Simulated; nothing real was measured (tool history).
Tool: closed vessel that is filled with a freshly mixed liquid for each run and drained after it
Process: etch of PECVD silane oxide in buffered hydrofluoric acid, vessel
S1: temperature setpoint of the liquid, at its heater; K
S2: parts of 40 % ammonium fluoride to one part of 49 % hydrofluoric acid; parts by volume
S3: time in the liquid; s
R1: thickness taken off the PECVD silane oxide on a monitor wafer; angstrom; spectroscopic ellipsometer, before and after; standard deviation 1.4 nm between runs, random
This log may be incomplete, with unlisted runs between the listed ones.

run	hour	S1	S2	S3	R1
1	0.0	294.15	21.5	95	1052.00
2	1.3	294.15	21.5	100	1126.90
3	2.2	294.15	21.5	95	1060.40
4	5.8	294.15	26.0	95	925.51
5	7.9	294.15	26.0	95	932.81
6	15.1	297.65	26.0	95	1129.40
7	23.6	301.65	19.0	95	1760.50
8	29.6	301.65	16.0	95	2094.20
9	30.6	301.65	15.0	95	2223.20
10	32.0	301.65	14.5	95	2309.50

What will run 11 give?
11	34.6	301.65	14.5	95	?

R1: 2325.80 angstrom

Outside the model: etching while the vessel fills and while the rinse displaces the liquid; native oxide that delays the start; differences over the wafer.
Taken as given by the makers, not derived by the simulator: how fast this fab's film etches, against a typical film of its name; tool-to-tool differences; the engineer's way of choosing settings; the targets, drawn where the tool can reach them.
